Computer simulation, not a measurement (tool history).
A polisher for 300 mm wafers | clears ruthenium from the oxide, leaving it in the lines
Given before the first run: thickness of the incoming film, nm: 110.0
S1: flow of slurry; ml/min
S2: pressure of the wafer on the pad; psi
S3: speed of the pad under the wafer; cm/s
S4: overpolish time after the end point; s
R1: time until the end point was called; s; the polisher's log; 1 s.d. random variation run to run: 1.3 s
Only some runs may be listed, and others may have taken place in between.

Run 1, day 0.000: S1 195 ml/min, S2 1.7 psi, S3 76 cm/s, S4 4 s. Result: R1 175.31 s.
Run 2, day 0.183: S1 170 ml/min, S2 1.7 psi, S3 76 cm/s, S4 4 s. Result: R1 175.69 s.
Run 3, day 0.271: S1 170 ml/min, S2 1.8 psi, S3 76 cm/s, S4 4 s. Result: R1 162.52 s.
Run 4, day 0.546: S1 170 ml/min, S2 1.6 psi, S3 76 cm/s, S4 4 s. Result: R1 184.09 s.
Run 5, day 0.596: S1 170 ml/min, S2 1.7 psi, S3 76 cm/s, S4 4 s. Result: R1 177.90 s.
Run 6, day 0.825: S1 170 ml/min, S2 1.8 psi, S3 76 cm/s, S4 4 s. Result: R1 167.08 s.
Run 7, day 1.075: S1 170 ml/min, S2 1.9 psi, S3 76 cm/s, S4 4 s. Result: R1 157.46 s.
Run 8, day 1.150: S1 170 ml/min, S2 2.0 psi, S3 76 cm/s, S4 4 s. Result: R1 149.83 s.
Run 9, day 1.233: S1 170 ml/min, S2 2.1 psi, S3 76 cm/s, S4 4 s. Result: R1 142.26 s.
Run 10, day 1.571: S1 170 ml/min, S2 2.2 psi, S3 76 cm/s, S4 4 s. Result: R1 134.68 s.

Run 11 comes next. What will it give?
Run 11, day 1.592: S1 170 ml/min, S2 2.4 psi, S3 76 cm/s, S4 4 s. Result: R1 ?.

{"run 11": {"R1": 126.08}}

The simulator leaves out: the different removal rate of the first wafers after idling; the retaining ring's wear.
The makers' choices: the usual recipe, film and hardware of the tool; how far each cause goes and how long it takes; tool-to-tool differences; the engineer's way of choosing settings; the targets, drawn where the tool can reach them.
